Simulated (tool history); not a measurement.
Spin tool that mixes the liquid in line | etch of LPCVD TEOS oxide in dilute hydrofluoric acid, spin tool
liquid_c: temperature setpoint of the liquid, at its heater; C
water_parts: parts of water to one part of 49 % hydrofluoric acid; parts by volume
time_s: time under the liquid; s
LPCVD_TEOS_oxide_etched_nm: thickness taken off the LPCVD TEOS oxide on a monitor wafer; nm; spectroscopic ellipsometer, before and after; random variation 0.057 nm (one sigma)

run	hour	liquid_c	water_parts	time_s	LPCVD_TEOS_oxide_etched_nm
1	0.0	24.0	225	115	19.494
2	1.3	24.0	225	115	19.412
3	6.5	23.0	240	115	17.203
4	11.7	23.0	240	115	17.332
5	15.8	22.0	255	115	15.476
6	19.0	22.0	255	125	16.941
7	24.3	21.5	270	125	15.437
8	28.0	21.0	280	125	14.443
9	28.8	20.5	290	125	13.381
10	31.7	20.0	300	125	12.652
11	36.0	19.5	310	125	12.078
12	43.4	19.0	320	125	11.292

Forecast run 13:
13	50.3	18.5	325	125	?

{"run 13": {"LPCVD_TEOS_oxide_etched_nm": 11.013}}

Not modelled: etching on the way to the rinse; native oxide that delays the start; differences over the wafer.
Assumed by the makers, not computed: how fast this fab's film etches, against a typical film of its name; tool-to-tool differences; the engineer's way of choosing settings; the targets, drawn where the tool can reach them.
